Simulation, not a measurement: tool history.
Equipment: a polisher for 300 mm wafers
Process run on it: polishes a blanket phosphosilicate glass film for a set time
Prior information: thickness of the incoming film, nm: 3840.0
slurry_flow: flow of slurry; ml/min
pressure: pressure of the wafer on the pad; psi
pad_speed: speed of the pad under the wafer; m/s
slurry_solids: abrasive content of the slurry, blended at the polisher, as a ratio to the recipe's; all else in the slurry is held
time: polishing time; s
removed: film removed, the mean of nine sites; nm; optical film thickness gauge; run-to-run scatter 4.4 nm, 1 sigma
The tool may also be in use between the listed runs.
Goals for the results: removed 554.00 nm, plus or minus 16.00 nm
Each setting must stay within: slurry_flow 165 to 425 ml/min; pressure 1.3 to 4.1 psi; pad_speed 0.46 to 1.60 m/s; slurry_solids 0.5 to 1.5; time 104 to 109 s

run	day	slurry_flow	pressure	pad_speed	slurry_solids	time	removed
1	0.000	275	2.7	1.02	1.0	104	813.94
2	0.071	275	2.4	1.02	1.0	104	733.10
3	0.350	275	2.4	1.02	0.8	104	648.31
4	0.417	275	2.4	1.02	0.8	109	690.17
5	0.638	275	2.3	1.02	0.8	109	665.73
6	0.917	275	2.3	1.02	0.8	109	664.85
7	1.208	275	2.2	1.02	0.8	109	630.00
8	1.333	275	2.1	1.02	0.8	109	602.74
9	1.467	270	2.0	1.02	0.8	109	589.61

Which one of the following 5 next-run settings gets every result inside its allowed miss? There is exactly one.
A	1.600	265	2.0	1.06	0.6	109	?
B	1.600	260	2.7	1.08	0.5	107	?
C	1.600	275	1.8	1.08	0.8	104	?
D	1.600	305	1.6	1.12	1.0	109	?
E	1.600	270	1.9	0.96	0.8	104	?

move	removed
A	500.69
B	585.18
C	516.44
D	557.24
E	512.35
A: moves the result that the last run missed by most past its target, out the other side
B: nearer than the last run, and not there yet
C: moves the result that the last run missed by most past its target, out the other side
D: every result within its allowed miss
E: moves the result that the last run missed by most past its target, out the other side
D is the move that brings every result within its allowed miss.

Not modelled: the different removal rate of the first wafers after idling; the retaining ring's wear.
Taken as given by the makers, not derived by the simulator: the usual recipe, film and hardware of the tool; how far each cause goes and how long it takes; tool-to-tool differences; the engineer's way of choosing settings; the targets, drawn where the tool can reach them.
